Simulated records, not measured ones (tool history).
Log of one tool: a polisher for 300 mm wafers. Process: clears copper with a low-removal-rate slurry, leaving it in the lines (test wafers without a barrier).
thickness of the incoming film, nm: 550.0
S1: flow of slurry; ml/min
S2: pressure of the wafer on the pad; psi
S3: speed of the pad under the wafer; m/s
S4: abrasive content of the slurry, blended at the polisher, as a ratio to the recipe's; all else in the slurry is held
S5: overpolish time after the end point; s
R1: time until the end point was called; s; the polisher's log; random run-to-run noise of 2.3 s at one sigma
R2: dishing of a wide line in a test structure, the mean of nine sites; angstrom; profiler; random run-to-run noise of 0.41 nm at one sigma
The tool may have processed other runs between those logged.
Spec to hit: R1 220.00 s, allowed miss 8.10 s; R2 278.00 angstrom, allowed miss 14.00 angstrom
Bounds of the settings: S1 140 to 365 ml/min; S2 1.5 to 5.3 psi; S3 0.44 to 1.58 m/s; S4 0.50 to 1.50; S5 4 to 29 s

Run 1, hour 0.0: S1 235 ml/min, S2 3.4 psi, S3 1.00 m/s, S4 1.00, S5 15 s. Result: R1 165.04 s, R2 286.43 angstrom.
Run 2, hour 2.9: S1 235 ml/min, S2 3.2 psi, S3 1.00 m/s, S4 1.00, S5 16 s. Result: R1 173.76 s, R2 291.75 angstrom.
Run 3, hour 11.3: S1 235 ml/min, S2 3.0 psi, S3 1.00 m/s, S4 1.00, S5 17 s. Result: R1 183.20 s, R2 292.01 angstrom.
Run 4, hour 16.6: S1 200 ml/min, S2 3.0 psi, S3 1.00 m/s, S4 1.00, S5 17 s. Result: R1 186.95 s, R2 280.20 angstrom.
Run 5, hour 21.4: S1 200 ml/min, S2 3.8 psi, S3 1.00 m/s, S4 1.00, S5 17 s. Result: R1 150.16 s, R2 331.31 angstrom.
Run 6, hour 22.3: S1 200 ml/min, S2 3.8 psi, S3 1.00 m/s, S4 1.00, S5 23 s. Result: R1 147.63 s, R2 379.75 angstrom.
Run 7, hour 24.8: S1 200 ml/min, S2 3.5 psi, S3 1.00 m/s, S4 1.00, S5 22 s. Result: R1 161.31 s, R2 361.71 angstrom.
Run 8, hour 27.7: S1 200 ml/min, S2 2.5 psi, S3 0.96 m/s, S4 1.00, S5 18 s. Result: R1 236.21 s, R2 251.86 angstrom.
Run 9, hour 33.3: S1 210 ml/min, S2 2.5 psi, S3 0.96 m/s, S4 1.00, S5 18 s. Result: R1 231.19 s, R2 261.12 angstrom.
Run 10, hour 39.4: S1 215 ml/min, S2 2.5 psi, S3 0.96 m/s, S4 1.00, S5 18 s. Result: R1 230.75 s, R2 250.71 angstrom.

Exercise: of the 5 proposed moves below, exactly one satisfies all targets within the stated allowed misses. Which move is it?
Run A, hour 45.5: S1 200 ml/min, S2 2.4 psi, S3 1.14 m/s, S4 0.70, S5 20 s. Result: R1 ?, R2 ?.
Run B, hour 45.5: S1 300 ml/min, S2 2.1 psi, S3 1.08 m/s, S4 0.80, S5 26 s. Result: R1 ?, R2 ?.
Run C, hour 45.5: S1 255 ml/min, S2 3.2 psi, S3 0.78 m/s, S4 0.90, S5 25 s. Result: R1 ?, R2 ?.
Run D, hour 45.5: S1 145 ml/min, S2 2.2 psi, S3 1.06 m/s, S4 1.20, S5 22 s. Result: R1 ?, R2 ?.
Run E, hour 45.5: S1 165 ml/min, S2 2.3 psi, S3 1.06 m/s, S4 1.05, S5 25 s. Result: R1 ?, R2 ?.

move      R1      R2
   A  221.04  280.55
   B  246.32  305.59
   C  216.87  329.83
   D  244.77  277.99
   E  235.28  308.63
A: all results in spec
B: takes the biggest miss from the last run beyond its target
C: takes the biggest miss from the last run beyond its target
D: brings the result that was furthest off to its target, and leaves another outside
E: takes the biggest miss from the last run beyond its target
So the answer is move A, the one that meets all the targets.

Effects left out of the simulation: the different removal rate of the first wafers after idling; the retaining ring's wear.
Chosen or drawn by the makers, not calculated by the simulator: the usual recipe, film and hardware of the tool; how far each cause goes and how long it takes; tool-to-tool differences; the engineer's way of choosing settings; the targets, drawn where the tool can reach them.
